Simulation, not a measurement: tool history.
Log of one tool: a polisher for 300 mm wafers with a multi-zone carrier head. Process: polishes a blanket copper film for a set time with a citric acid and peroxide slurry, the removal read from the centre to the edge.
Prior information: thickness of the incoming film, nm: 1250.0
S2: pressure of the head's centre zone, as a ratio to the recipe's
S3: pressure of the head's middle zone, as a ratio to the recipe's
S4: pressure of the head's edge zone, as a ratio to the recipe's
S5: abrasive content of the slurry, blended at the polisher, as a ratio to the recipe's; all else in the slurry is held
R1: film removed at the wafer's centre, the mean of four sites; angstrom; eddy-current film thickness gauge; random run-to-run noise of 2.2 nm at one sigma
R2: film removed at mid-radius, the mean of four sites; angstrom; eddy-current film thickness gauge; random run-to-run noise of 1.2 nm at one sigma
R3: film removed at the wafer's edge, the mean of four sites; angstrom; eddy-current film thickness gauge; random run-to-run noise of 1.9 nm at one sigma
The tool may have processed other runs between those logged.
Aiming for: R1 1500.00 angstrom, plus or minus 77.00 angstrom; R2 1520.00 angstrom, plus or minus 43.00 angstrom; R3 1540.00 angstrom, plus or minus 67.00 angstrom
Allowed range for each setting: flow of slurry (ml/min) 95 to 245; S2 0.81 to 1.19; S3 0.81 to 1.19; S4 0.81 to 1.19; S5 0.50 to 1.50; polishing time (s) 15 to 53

{"run": 1, "hour": 0.0, "flow of slurry (ml/min)": 155, "S2": 1.0, "S3": 1.0, "S4": 1.0, "S5": 1.0, "polishing time (s)": 34, "R1": 1230.3, "R2": 1200.7, "R3": 1217.6}
{"run": 2, "hour": 7.7, "flow of slurry (ml/min)": 155, "S2": 1.0, "S3": 1.0, "S4": 1.0, "S5": 1.0, "polishing time (s)": 31, "R1": 1116.1, "R2": 1085.9, "R3": 1102.1}
{"run": 3, "hour": 11.3, "flow of slurry (ml/min)": 155, "S2": 1.0, "S3": 1.0, "S4": 1.0, "S5": 1.0, "polishing time (s)": 22, "R1": 794.19, "R2": 785.44, "R3": 792.95}
{"run": 4, "hour": 15.2, "flow of slurry (ml/min)": 165, "S2": 1.01, "S3": 1.02, "S4": 1.04, "S5": 1.15, "polishing time (s)": 25, "R1": 962.7, "R2": 923.75, "R3": 950.19}
{"run": 5, "hour": 19.1, "flow of slurry (ml/min)": 175, "S2": 1.0, "S3": 1.05, "S4": 1.07, "S5": 1.25, "polishing time (s)": 27, "R1": 1044.0, "R2": 1052.3, "R3": 1075.4}
{"run": 6, "hour": 21.5, "flow of slurry (ml/min)": 175, "S2": 1.0, "S3": 1.05, "S4": 1.07, "S5": 1.4, "polishing time (s)": 27, "R1": 1062.1, "R2": 1075.8, "R3": 1098.9}
{"run": 7, "hour": 29.6, "flow of slurry (ml/min)": 185, "S2": 1.01, "S3": 1.07, "S4": 1.1, "S5": 1.45, "polishing time (s)": 29, "R1": 1164.4, "R2": 1189.5, "R3": 1212.1}
{"run": 8, "hour": 36.8, "flow of slurry (ml/min)": 190, "S2": 1.02, "S3": 1.08, "S4": 1.12, "S5": 1.45, "polishing time (s)": 30, "R1": 1254.4, "R2": 1250.8, "R3": 1250.4}
{"run": 9, "hour": 39.0, "flow of slurry (ml/min)": 190, "S2": 1.02, "S3": 1.08, "S4": 1.12, "S5": 1.45, "polishing time (s)": 30, "R1": 1252.5, "R2": 1277.1, "R3": 1263.0}
{"run": 10, "hour": 46.2, "flow of slurry (ml/min)": 195, "S2": 1.02, "S3": 1.08, "S4": 1.14, "S5": 1.45, "polishing time (s)": 31, "R1": 1327.5, "R2": 1309.1, "R3": 1270.2}
{"run": 11, "hour": 55.2, "flow of slurry (ml/min)": 180, "S2": 1.03, "S3": 1.09, "S4": 1.12, "S5": 1.45, "polishing time (s)": 33, "R1": 1386.8, "R2": 1395.2, "R3": 1379.5}
{"run": 12, "hour": 60.0, "flow of slurry (ml/min)": 170, "S2": 1.03, "S3": 1.09, "S4": 1.13, "S5": 1.45, "polishing time (s)": 34, "R1": 1388.5, "R2": 1403.9, "R3": 1403.6}
{"run": 13, "hour": 62.8, "flow of slurry (ml/min)": 170, "S2": 1.03, "S3": 1.09, "S4": 1.13, "S5": 1.45, "polishing time (s)": 35, "R1": 1443.2, "R2": 1438.4, "R3": 1430.1}

5 candidate next runs follow, results not yet known. Just one meets every target within its allowed miss. Identify it.
{"run": "A", "hour": 65.6, "flow of slurry (ml/min)": 140, "S2": 1.04, "S3": 1.16, "S4": 1.1, "S5": 1.45, "polishing time (s)": 36, "R1": "?", "R2": "?", "R3": "?"}
{"run": "B", "hour": 65.6, "flow of slurry (ml/min)": 180, "S2": 1.08, "S3": 1.15, "S4": 1.04, "S5": 1.4, "polishing time (s)": 35, "R1": "?", "R2": "?", "R3": "?"}
{"run": "C", "hour": 65.6, "flow of slurry (ml/min)": 110, "S2": 1.0, "S3": 1.04, "S4": 1.04, "S5": 1.2, "polishing time (s)": 43, "R1": "?", "R2": "?", "R3": "?"}
{"run": "D", "hour": 65.6, "flow of slurry (ml/min)": 235, "S2": 1.12, "S3": 1.19, "S4": 1.14, "S5": 1.35, "polishing time (s)": 30, "R1": "?", "R2": "?", "R3": "?"}
{"run": "E", "hour": 65.6, "flow of slurry (ml/min)": 155, "S2": 1.12, "S3": 1.1, "S4": 1.16, "S5": 1.35, "polishing time (s)": 35, "R1": "?", "R2": "?", "R3": "?"}

move=A R1=1440.70 R2=1537.30 R3=1404.70
move=B R1=1519.10 R2=1542.90 R3=1363.80
move=C R1=1495.70 R2=1522.60 R3=1513.10
move=D R1=1396.80 R2=1404.20 R3=1249.50
move=E R1=1516.00 R2=1435.80 R3=1404.90
A: the worst result of the last run now meets its target, but another is out of spec
B: the worst result of the last run now meets its target, but another is out of spec
C: every result within its allowed miss
D: moves away from the targets compared with the last run
E: moves away from the targets compared with the last run
Correct choice: C, which meets every target
